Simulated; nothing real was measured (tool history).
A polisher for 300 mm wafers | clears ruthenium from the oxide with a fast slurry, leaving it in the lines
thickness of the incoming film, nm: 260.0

run	hour	flow of slurry (ml/min)	pressure of the wafer on the pad (kPa)	speed of the pad under the wafer (m/s)	abrasive content of the slurry	overpolish time after the end point (s)	time until the end point was called (s)	dishing of a wide line in a test structure (angstrom)
1	0	145	21.4	0.98	1	23	51.665	910.6
2	3.1	150	22.1	0.98	1	24	49.911	970.53
3	5.5	155	22.8	0.98	1	25	48.675	1014.7
4	11.1	155	23.4	0.98	1	26	46.642	1111.4
5	12.1	155	23.4	0.78	1	26	58.974	929.39
6	17.1	125	23.4	0.78	1	26	62.037	914.42
7	23	140	25.5	0.78	1	26	55.849	959.57

Run 8 comes next. What will it give?
8	27.4	150	26.9	0.78	1	27	?	?

time until the end point was called (s): 52.397
dishing of a wide line in a test structure (angstrom): 1017.4

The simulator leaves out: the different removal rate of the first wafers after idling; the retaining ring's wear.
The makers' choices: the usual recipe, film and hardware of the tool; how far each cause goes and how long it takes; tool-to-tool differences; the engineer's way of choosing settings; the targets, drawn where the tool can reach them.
